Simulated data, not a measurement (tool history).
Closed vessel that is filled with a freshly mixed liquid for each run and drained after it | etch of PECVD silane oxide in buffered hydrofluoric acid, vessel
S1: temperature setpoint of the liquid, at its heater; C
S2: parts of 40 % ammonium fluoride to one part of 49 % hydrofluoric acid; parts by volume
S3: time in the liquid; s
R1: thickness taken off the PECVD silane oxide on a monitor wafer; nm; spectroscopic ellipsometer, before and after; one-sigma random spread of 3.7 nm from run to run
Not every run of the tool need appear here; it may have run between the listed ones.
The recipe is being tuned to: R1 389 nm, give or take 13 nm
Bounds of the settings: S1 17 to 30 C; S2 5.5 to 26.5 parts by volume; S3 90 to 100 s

run 1 hour=0 | S1=22 S2=16 S3=90 | R1=259.4
run 2 hour=8 | S1=22.5 S2=16 S3=90 | R1=267.56
run 3 hour=11.2 | S1=23 S2=16 S3=90 | R1=279.94
run 4 hour=17.4 | S1=23 S2=16 S3=90 | R1=277.31
-- hour=23.4 hydrofluoric acid flow meter replaced
run 5 hour=23.4 | S1=23.5 S2=16 S3=90 | R1=261.32
run 6 hour=24.9 | S1=20 S2=16 S3=90 | R1=213.05
run 7 hour=30.3 | S1=21 S2=16 S3=90 | R1=225.49
run 8 hour=36.9 | S1=21.5 S2=16 S3=90 | R1=233.79
run 9 hour=39.6 | S1=22 S2=16 S3=90 | R1=236.29
run 10 hour=46.2 | S1=26 S2=13.5 S3=90 | R1=345.02
run 11 hour=51.5 | S1=27 S2=13.5 S3=90 | R1=368.19

Exactly one of the 4 candidate moves below puts every result within its allowed miss. Which one?
run A hour=56.8 | S1=26.5 S2=14.5 S3=95 | R1=?
run B hour=56.8 | S1=23.5 S2=11 S3=95 | R1=?
run C hour=56.8 | S1=26 S2=14.5 S3=95 | R1=?
run D hour=56.8 | S1=28 S2=15 S3=95 | R1=?

move=A R1=355.2
move=B R1=395.55
move=C R1=345.77
move=D R1=372.29
A: moves away from the targets compared with the last run
B: every result lands within tolerance
C: moves away from the targets compared with the last run
D: nearer than the last run, and not there yet
So the answer is move B, the one that meets all the targets.
